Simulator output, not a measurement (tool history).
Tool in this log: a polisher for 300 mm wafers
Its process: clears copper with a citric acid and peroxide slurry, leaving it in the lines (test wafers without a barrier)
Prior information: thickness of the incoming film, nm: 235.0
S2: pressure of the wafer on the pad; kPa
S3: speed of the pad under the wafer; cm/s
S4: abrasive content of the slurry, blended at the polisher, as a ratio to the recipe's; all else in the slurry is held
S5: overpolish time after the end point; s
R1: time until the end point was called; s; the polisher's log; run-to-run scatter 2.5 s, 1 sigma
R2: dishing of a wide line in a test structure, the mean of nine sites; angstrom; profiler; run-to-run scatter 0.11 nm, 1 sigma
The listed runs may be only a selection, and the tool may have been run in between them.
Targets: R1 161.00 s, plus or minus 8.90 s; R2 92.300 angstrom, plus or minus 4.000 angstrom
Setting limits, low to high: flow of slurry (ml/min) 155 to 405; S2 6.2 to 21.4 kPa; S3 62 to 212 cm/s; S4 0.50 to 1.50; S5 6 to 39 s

Run 1, hour 0.0: flow of slurry (ml/min) 260, S2 13.8 kPa, S3 136 cm/s, S4 1.00, S5 20 s. Result: R1 131.07 s, R2 154.400 angstrom.
Run 2, hour 2.6: flow of slurry (ml/min) 235, S2 13.8 kPa, S3 136 cm/s, S4 1.00, S5 20 s. Result: R1 137.98 s, R2 149.580 angstrom.
Run 3, hour 10.2: flow of slurry (ml/min) 225, S2 13.8 kPa, S3 138 cm/s, S4 1.00, S5 19 s. Result: R1 130.95 s, R2 145.140 angstrom.
Run 4, hour 13.5: flow of slurry (ml/min) 225, S2 13.8 kPa, S3 138 cm/s, S4 0.85, S5 19 s. Result: R1 138.27 s, R2 147.120 angstrom.
Run 5, hour 18.8: flow of slurry (ml/min) 225, S2 13.8 kPa, S3 168 cm/s, S4 0.85, S5 19 s. Result: R1 114.99 s, R2 152.250 angstrom.
Run 6, hour 23.4: flow of slurry (ml/min) 220, S2 13.1 kPa, S3 170 cm/s, S4 0.85, S5 18 s. Result: R1 119.14 s, R2 147.430 angstrom.
Run 7, hour 28.4: flow of slurry (ml/min) 290, S2 9.0 kPa, S3 160 cm/s, S4 0.85, S5 8 s. Result: R1 162.89 s, R2 75.457 angstrom.
Run 8, hour 32.8: flow of slurry (ml/min) 285, S2 9.0 kPa, S3 160 cm/s, S4 0.85, S5 8 s. Result: R1 169.28 s, R2 74.927 angstrom.
Run 9, hour 39.0: flow of slurry (ml/min) 285, S2 9.0 kPa, S3 160 cm/s, S4 0.85, S5 8 s. Result: R1 167.10 s, R2 76.073 angstrom.
Run 10, hour 43.8: flow of slurry (ml/min) 280, S2 9.0 kPa, S3 160 cm/s, S4 0.85, S5 8 s. Result: R1 169.82 s, R2 75.757 angstrom.
Run 11, hour 45.8: flow of slurry (ml/min) 275, S2 9.0 kPa, S3 160 cm/s, S4 0.85, S5 8 s. Result: R1 169.74 s, R2 75.944 angstrom.
Run 12, hour 53.8: flow of slurry (ml/min) 275, S2 9.0 kPa, S3 160 cm/s, S4 0.85, S5 8 s. Result: R1 164.53 s, R2 77.289 angstrom.
Run 13, hour 56.2: flow of slurry (ml/min) 270, S2 9.0 kPa, S3 160 cm/s, S4 0.85, S5 8 s. Result: R1 166.14 s, R2 76.236 angstrom.
Run 14, hour 64.9: flow of slurry (ml/min) 270, S2 9.0 kPa, S3 158 cm/s, S4 0.85, S5 8 s. Result: R1 175.67 s, R2 76.262 angstrom.
Run 15, hour 68.3: flow of slurry (ml/min) 265, S2 9.0 kPa, S3 158 cm/s, S4 0.85, S5 8 s. Result: R1 173.35 s, R2 75.866 angstrom.
Run 16, hour 73.0: flow of slurry (ml/min) 260, S2 9.0 kPa, S3 158 cm/s, S4 0.85, S5 8 s. Result: R1 170.71 s, R2 74.338 angstrom.

4 next moves are on the table. One of them brings every result within its allowed miss. Which?
Run A, hour 77.7: flow of slurry (ml/min) 230, S2 13.1 kPa, S3 126 cm/s, S4 0.75, S5 12 s. Result: R1 ?, R2 ?.
Run B, hour 77.7: flow of slurry (ml/min) 255, S2 9.7 kPa, S3 154 cm/s, S4 0.95, S5 13 s. Result: R1 ?, R2 ?.
Run C, hour 77.7: flow of slurry (ml/min) 295, S2 8.3 kPa, S3 152 cm/s, S4 0.90, S5 12 s. Result: R1 ?, R2 ?.
Run D, hour 77.7: flow of slurry (ml/min) 225, S2 9.0 kPa, S3 168 cm/s, S4 0.95, S5 10 s. Result: R1 ?, R2 ?.

move      R1       R2
   A  159.77  105.920
   B  159.00  111.220
   C  182.49   96.306
   D  157.61   93.979
A: the result that was furthest off in the last run now lies on the other side of its target
B: the result that was furthest off in the last run now lies on the other side of its target
C: the result that was furthest off in the last run now lies on the other side of its target
D: meets every target
D is the move that brings every result within its allowed miss.
